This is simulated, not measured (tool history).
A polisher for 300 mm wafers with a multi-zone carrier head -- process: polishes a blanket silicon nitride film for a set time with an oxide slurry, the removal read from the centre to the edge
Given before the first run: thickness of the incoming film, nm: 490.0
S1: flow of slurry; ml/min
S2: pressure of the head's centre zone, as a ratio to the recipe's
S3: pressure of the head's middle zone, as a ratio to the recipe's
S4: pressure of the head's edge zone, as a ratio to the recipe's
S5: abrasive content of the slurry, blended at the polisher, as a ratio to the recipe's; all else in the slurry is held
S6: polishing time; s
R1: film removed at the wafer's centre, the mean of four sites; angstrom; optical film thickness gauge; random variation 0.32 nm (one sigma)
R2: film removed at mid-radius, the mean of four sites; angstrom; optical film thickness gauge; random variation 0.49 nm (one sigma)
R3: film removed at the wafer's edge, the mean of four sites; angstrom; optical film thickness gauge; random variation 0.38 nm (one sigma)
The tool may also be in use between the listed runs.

Run 1, hour 0.0: S1 185 ml/min, S2 1.00, S3 1.00, S4 1.00, S5 1.00, S6 31 s. Result: R1 280.23 angstrom, R2 285.22 angstrom, R3 274.15 angstrom.
Run 2, hour 0.7: S1 185 ml/min, S2 1.00, S3 1.00, S4 1.00, S5 1.00, S6 37 s. Result: R1 326.87 angstrom, R2 340.81 angstrom, R3 320.87 angstrom.
Run 3, hour 5.2: S1 195 ml/min, S2 1.03, S3 1.00, S4 1.03, S5 1.05, S6 37 s. Result: R1 355.26 angstrom, R2 351.79 angstrom, R3 335.78 angstrom.
Run 4, hour 12.7: S1 195 ml/min, S2 1.03, S3 1.00, S4 1.03, S5 0.90, S6 37 s. Result: R1 323.04 angstrom, R2 322.78 angstrom, R3 309.72 angstrom.
Run 5, hour 15.2: S1 195 ml/min, S2 1.03, S3 1.00, S4 0.97, S5 0.90, S6 37 s. Result: R1 321.17 angstrom, R2 316.02 angstrom, R3 296.92 angstrom.
Run 6, hour 21.7: S1 200 ml/min, S2 1.05, S3 0.99, S4 1.00, S5 0.95, S6 37 s. Result: R1 340.78 angstrom, R2 331.07 angstrom, R3 319.17 angstrom.
Run 7, hour 24.3: S1 210 ml/min, S2 1.07, S3 0.99, S4 1.03, S5 0.95, S6 37 s. Result: R1 349.00 angstrom, R2 323.28 angstrom, R3 328.16 angstrom.
Run 8, hour 29.9: S1 215 ml/min, S2 1.09, S3 1.01, S4 1.05, S5 1.00, S6 37 s. Result: R1 366.02 angstrom, R2 345.64 angstrom, R3 334.94 angstrom.
Run 9, hour 37.6: S1 220 ml/min, S2 1.10, S3 1.01, S4 1.07, S5 1.05, S6 37 s. Result: R1 382.93 angstrom, R2 361.70 angstrom, R3 349.38 angstrom.
Run 10, hour 39.2: S1 260 ml/min, S2 1.18, S3 0.94, S4 1.17, S5 1.15, S6 37 s. Result: R1 439.61 angstrom, R2 353.93 angstrom, R3 391.21 angstrom.

Run 11 has not been measured yet. What should we expect?
Run 11, hour 47.7: S1 260 ml/min, S2 1.18, S3 0.95, S4 1.17, S5 1.15, S6 37 s. Result: R1 ?, R2 ?, R3 ?.

{"run 11": {"R1": 440.6, "R2": 361.25, "R3": 393.33}}
